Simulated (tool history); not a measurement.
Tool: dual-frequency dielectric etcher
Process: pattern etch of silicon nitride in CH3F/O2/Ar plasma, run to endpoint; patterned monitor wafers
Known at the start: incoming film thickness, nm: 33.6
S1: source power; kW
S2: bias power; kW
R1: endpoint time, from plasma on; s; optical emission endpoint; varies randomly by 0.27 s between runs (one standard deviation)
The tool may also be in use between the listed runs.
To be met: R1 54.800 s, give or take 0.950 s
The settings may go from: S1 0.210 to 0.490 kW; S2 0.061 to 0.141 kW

run 1 hour=0.0 | S1=0.350 S2=0.101 | R1=46.816
run 2 hour=6.3 | S1=0.350 S2=0.094 | R1=48.474
run 3 hour=9.7 | S1=0.350 S2=0.102 | R1=47.356
run 4 hour=12.2 | S1=0.370 S2=0.102 | R1=46.090
run 5 hour=20.2 | S1=0.340 S2=0.102 | R1=47.758
run 6 hour=28.5 | S1=0.320 S2=0.101 | R1=48.785
run 7 hour=36.1 | S1=0.300 S2=0.100 | R1=50.594
run 8 hour=44.9 | S1=0.290 S2=0.100 | R1=51.383
run 9 hour=52.0 | S1=0.230 S2=0.098 | R1=56.681
run 10 hour=57.0 | S1=0.240 S2=0.098 | R1=56.148

Pick the move, out of 5, that brings all results within their allowed miss; only one does.
run A hour=62.0 | S1=0.230 S2=0.094 | R1=?
run B hour=62.0 | S1=0.240 S2=0.093 | R1=?
run C hour=62.0 | S1=0.260 S2=0.083 | R1=?
run D hour=62.0 | S1=0.240 S2=0.107 | R1=?
run E hour=62.0 | S1=0.220 S2=0.105 | R1=?

move=A R1=57.671
move=B R1=56.791
move=C R1=56.661
move=D R1=54.470
move=E R1=56.890
A: misses by more than the last run did
B: misses by more than the last run did
C: misses by more than the last run did
D: meets every target
E: misses by more than the last run did
D meets every target.
